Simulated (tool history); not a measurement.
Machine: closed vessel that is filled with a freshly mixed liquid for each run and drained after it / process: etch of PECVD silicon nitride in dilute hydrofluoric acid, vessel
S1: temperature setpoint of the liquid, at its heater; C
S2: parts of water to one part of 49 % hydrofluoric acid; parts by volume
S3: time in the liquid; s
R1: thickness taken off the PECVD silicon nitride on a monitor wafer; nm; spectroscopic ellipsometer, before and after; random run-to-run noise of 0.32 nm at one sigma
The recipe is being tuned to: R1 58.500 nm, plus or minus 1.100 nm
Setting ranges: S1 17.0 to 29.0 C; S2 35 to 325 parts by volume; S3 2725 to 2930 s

run,hour,S1,S2,S3,R1
1,0.0,21.0,180,2725,36.504
2,8.2,22.5,180,2725,39.964
3,14.6,24.0,180,2725,44.010
4,23.9,24.0,180,2930,46.600
5,31.8,25.0,180,2930,50.013
# hour 40.8: thermometer replaced
6,40.8,25.0,180,2725,42.389
7,50.2,25.0,180,2725,41.836
8,59.3,26.0,170,2725,47.896
9,62.4,26.5,165,2725,50.716

Pick the move, out of 4, that brings all results within their allowed miss; only one does.
A,65.5,27.0,165,2775,?
B,65.5,28.5,160,2725,?
C,65.5,26.0,140,2915,?
D,65.5,27.5,165,2850,?

move,R1
A,53.040
B,58.964
C,61.649
D,56.197
A: nearer than the last run, and not there yet
B: all results land within tolerance of their targets
C: takes the result that was furthest off past its target
D: nearer than the last run, and not there yet
Correct choice: B, which meets every target

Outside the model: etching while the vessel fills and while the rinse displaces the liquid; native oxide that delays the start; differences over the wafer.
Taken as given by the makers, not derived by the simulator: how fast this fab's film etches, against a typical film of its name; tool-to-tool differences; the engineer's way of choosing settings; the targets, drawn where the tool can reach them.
